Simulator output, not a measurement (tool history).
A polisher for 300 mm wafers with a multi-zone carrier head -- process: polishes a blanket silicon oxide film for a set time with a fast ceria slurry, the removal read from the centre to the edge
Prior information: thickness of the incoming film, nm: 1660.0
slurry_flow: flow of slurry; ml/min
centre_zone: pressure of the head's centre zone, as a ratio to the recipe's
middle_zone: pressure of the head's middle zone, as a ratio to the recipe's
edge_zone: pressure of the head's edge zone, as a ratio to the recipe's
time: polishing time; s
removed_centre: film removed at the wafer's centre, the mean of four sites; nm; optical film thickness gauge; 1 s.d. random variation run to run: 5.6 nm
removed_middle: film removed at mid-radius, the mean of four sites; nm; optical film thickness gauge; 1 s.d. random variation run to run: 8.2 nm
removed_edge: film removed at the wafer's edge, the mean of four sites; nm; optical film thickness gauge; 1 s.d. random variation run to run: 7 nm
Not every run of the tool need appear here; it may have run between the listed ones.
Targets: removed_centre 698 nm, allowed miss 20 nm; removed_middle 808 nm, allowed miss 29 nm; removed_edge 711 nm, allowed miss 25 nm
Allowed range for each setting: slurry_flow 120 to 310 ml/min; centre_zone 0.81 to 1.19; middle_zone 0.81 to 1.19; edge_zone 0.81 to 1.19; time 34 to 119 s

Run 1, day 0: slurry_flow 200 ml/min, centre_zone 1, middle_zone 1, edge_zone 1, time 76 s. Result: removed_centre 675.55 nm, removed_middle 682.34 nm, removed_edge 667.27 nm.
Run 2, day 0.104: slurry_flow 215 ml/min, centre_zone 0.99, middle_zone 1.04, edge_zone 1.01, time 76 s. Result: removed_centre 674.32 nm, removed_middle 685.22 nm, removed_edge 656.64 nm.
Run 3, day 0.212: slurry_flow 175 ml/min, centre_zone 0.99, middle_zone 1.04, edge_zone 1.01, time 76 s. Result: removed_centre 665.78 nm, removed_middle 669.46 nm, removed_edge 657.32 nm.
Run 4, day 0.492: slurry_flow 195 ml/min, centre_zone 0.97, middle_zone 1.08, edge_zone 1.01, time 78 s. Result: removed_centre 675.1 nm, removed_middle 710.49 nm, removed_edge 690.14 nm.
Run 5, day 0.642: slurry_flow 195 ml/min, centre_zone 0.92, middle_zone 1.08, edge_zone 1.01, time 78 s. Result: removed_centre 629.83 nm, removed_middle 719.17 nm, removed_edge 681.5 nm.
Run 6, day 0.929: slurry_flow 195 ml/min, centre_zone 0.92, middle_zone 1.15, edge_zone 1.01, time 78 s. Result: removed_centre 639.92 nm, removed_middle 730.8 nm, removed_edge 672.91 nm.
Run 7, day 1.042: slurry_flow 195 ml/min, centre_zone 0.92, middle_zone 1.15, edge_zone 1.01, time 78 s. Result: removed_centre 635.02 nm, removed_middle 749.89 nm, removed_edge 671.49 nm.
Run 8, day 1.383: slurry_flow 205 ml/min, centre_zone 0.93, middle_zone 1.16, edge_zone 1.02, time 79 s. Result: removed_centre 661.1 nm, removed_middle 770.89 nm, removed_edge 694.29 nm.

Of the 5 settings listed for the next run, only one would bring every result within its allowed miss of target. Which one?
Run A, day 1.725: slurry_flow 265 ml/min, centre_zone 0.86, middle_zone 1.19, edge_zone 0.89, time 80 s. Result: removed_centre ?, removed_middle ?, removed_edge ?.
Run B, day 1.725: slurry_flow 155 ml/min, centre_zone 0.96, middle_zone 1.16, edge_zone 1.01, time 81 s. Result: removed_centre ?, removed_middle ?, removed_edge ?.
Run C, day 1.725: slurry_flow 155 ml/min, centre_zone 1, middle_zone 1.03, edge_zone 1.05, time 81 s. Result: removed_centre ?, removed_middle ?, removed_edge ?.
Run D, day 1.725: slurry_flow 165 ml/min, centre_zone 1.05, middle_zone 1.19, edge_zone 0.99, time 78 s. Result: removed_centre ?, removed_middle ?, removed_edge ?.
Run E, day 1.725: slurry_flow 220 ml/min, centre_zone 0.94, middle_zone 1.18, edge_zone 0.97, time 82 s. Result: removed_centre ?, removed_middle ?, removed_edge ?.

move  removed_centre  removed_middle  removed_edge
   A          629.85          800.67        673.15
   B          668.47          753.68        694.45
   C          696.12          702.48        708.61
   D          710.11          741.83        665.35
   E           691.3          800.67        708.32
A: further off than the last run
B: roughly where the last run was
C: the worst result of the last run now meets its target, but another is out of spec
D: the worst result of the last run now meets its target, but another is out of spec
E: all results land within tolerance of their targets
The right move is E.
